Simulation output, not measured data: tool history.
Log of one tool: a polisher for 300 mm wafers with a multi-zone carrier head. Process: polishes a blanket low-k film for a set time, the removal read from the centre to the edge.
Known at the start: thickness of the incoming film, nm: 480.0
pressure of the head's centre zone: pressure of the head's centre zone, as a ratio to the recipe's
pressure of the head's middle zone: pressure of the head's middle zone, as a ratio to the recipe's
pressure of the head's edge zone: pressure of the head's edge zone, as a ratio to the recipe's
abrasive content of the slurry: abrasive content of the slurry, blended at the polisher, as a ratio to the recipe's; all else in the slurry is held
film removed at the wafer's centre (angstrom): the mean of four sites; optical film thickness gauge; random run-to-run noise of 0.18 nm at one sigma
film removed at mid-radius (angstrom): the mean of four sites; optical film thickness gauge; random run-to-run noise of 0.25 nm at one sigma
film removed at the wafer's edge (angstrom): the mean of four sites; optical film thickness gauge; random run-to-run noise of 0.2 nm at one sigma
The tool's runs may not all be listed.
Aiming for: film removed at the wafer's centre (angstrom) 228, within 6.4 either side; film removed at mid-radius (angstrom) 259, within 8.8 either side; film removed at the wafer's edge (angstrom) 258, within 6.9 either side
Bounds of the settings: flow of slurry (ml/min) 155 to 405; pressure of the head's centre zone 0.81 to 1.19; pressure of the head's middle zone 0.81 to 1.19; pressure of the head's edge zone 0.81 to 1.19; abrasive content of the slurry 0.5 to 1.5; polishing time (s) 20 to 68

run  hour  flow of slurry (ml/min)  pressure of the head's centre zone  pressure of the head's middle zone  pressure of the head's edge zone  abrasive content of the slurry  polishing time (s)  film removed at the wafer's centre (angstrom)  film removed at mid-radius (angstrom)  film removed at the wafer's edge (angstrom)
  1     0                      260                                   1                                   1                                 1                               1                  44                                         189.04                                 188.69                                       188.61
  2   1.1                      260                                   1                                   1                                 1                             1.1                  44                                         198.18                                 195.41                                       193.46
  3     3                      260                                0.98                                1.01                              1.03                             1.2                  45                                         201.84                                  205.9                                       203.97
  4   3.6                      260                                0.98                                1.09                              1.03                             1.2                  45                                         198.37                                 219.65                                       206.05
  5  12.5                      260                                0.97                                1.09                              1.06                            1.25                  46                                         205.61                                 219.91                                       214.42
  6  20.7                      265                                0.96                                1.11                              1.08                             1.3                  47                                         211.07                                 236.86                                       225.96
  7  29.2                      310                                0.97                                 1.1                              1.18                            1.45                  47                                         226.56                                 243.98                                       244.18
  8  30.7                      310                                0.96                                 1.1                              1.18                            1.45                  47                                          222.8                                 247.12                                        244.6

Exercise: of the 4 proposed moves below, exactly one satisfies all targets within the stated allowed misses. Which move is it?
  A  32.2                      335                                0.94                                 1.1                              1.18                            1.35                  54                                              ?                                      ?                                            ?
  B  32.2                      245                                0.94                                1.04                              1.19                             1.5                  53                                              ?                                      ?                                            ?
  C  32.2                      405                                0.91                                1.07                              1.14                             1.5                  49                                              ?                                      ?                                            ?
  D  32.2                      255                                0.99                                 1.1                              1.16                             1.4                  51                                              ?                                      ?                                            ?

move  film removed at the wafer's centre (angstrom)  film removed at mid-radius (angstrom)  film removed at the wafer's edge (angstrom)
   A                                         245.38                                 280.58                                       275.36
   B                                         238.54                                 261.05                                       272.41
   C                                         225.85                                 260.11                                       255.87
   D                                         238.48                                 259.83                                       254.58
A: pushes the last run's worst result past its target
B: pushes the last run's worst result past its target
C: each result inside its tolerance
D: puts the biggest miss on target and leaves a different result outside tolerance
C is the move that brings every result within its allowed miss.
